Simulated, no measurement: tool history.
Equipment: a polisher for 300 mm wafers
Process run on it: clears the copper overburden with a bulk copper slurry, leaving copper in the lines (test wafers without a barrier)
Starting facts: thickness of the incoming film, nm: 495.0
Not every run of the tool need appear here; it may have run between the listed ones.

run  hour  flow of slurry (ml/min)  pressure of the wafer on the pad (psi)  speed of the pad under the wafer (cm/s)  abrasive content of the slurry  overpolish time after the end point (s)  time until the end point was called (s)  dishing of a wide line in a test structure (nm)
  1     0                      310                                       2                                      102                               1                                       28                                   95.377                                           37.855
  2   7.5                      310                                     1.7                                      100                               1                                       23                                   116.59                                           34.644
  3   9.8                      370                                     1.7                                      100                               1                                       23                                   111.58                                           34.262
  4    15                      370                                     1.7                                      100                               1                                       12                                   109.58                                           26.226
  5  22.8                      365                                     1.5                                       98                               1                                       14                                   119.48                                            27.62
  6  30.8                      365                                     1.5                                       98                            0.85                                       14                                   129.56                                           26.769

Predict the results of run 7:
  7  39.9                      365                                     1.4                                       96                            0.85                                       16                                        ?                                                ?

{"run 7": {"time until the end point was called (s)": 135.75, "dishing of a wide line in a test structure (nm)": 27.273}}
